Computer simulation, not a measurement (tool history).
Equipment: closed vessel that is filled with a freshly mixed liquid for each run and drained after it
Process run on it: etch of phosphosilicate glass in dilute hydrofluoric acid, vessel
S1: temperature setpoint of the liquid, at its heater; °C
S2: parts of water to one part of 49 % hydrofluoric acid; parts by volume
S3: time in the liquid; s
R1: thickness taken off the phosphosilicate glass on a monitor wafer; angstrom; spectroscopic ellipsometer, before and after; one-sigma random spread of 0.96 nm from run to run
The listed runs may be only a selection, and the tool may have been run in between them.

run,hour,S1,S2,S3,R1
1,0,23,165,100,853.43
2,4,24,160,100,926.58
3,11.4,24,160,105,982.82
4,15.1,24,160,105,979.48
5,17.2,24,130,105,1251.5
6,25.8,22.5,130,105,1172
7,28,23,130,105,1189.1

Run 8 comes next. What will it give?
8,31.1,23.5,130,105,?

Run 8 measured R1 1221.1 angstrom.
